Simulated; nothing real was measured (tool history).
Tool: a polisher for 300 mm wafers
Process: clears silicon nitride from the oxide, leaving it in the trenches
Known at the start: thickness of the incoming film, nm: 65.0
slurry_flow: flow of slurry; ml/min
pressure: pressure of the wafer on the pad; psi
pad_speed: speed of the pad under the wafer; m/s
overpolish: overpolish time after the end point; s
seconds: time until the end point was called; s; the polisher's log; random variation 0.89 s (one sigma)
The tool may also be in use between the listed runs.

| run | hour | slurry_flow | pressure | pad_speed | overpolish | seconds |
|---|---|---|---|---|---|---|
| 1 | 0.0 | 185 | 2.3 | 0.82 | 7 | 123.080 |
| 2 | 8.5 | 185 | 2.3 | 0.64 | 7 | 156.870 |
| 3 | 17.5 | 190 | 2.7 | 0.74 | 7 | 117.120 |
| 4 | 24.9 | 190 | 3.3 | 0.74 | 7 | 96.421 |
|  | 31.1 | worn pad replaced by a new one |
| 5 | 31.1 | 190 | 3.3 | 0.74 | 7 | 87.949 |
| 6 | 34.8 | 175 | 3.3 | 0.74 | 7 | 91.126 |
| 7 | 41.3 | 175 | 3.4 | 0.82 | 7 | 76.222 |

Run 8 comes next. What will it give?
| 8 | 48.6 | 180 | 3.6 | 0.96 | 7 | ? |

Run 8 gave seconds 63.107 s.
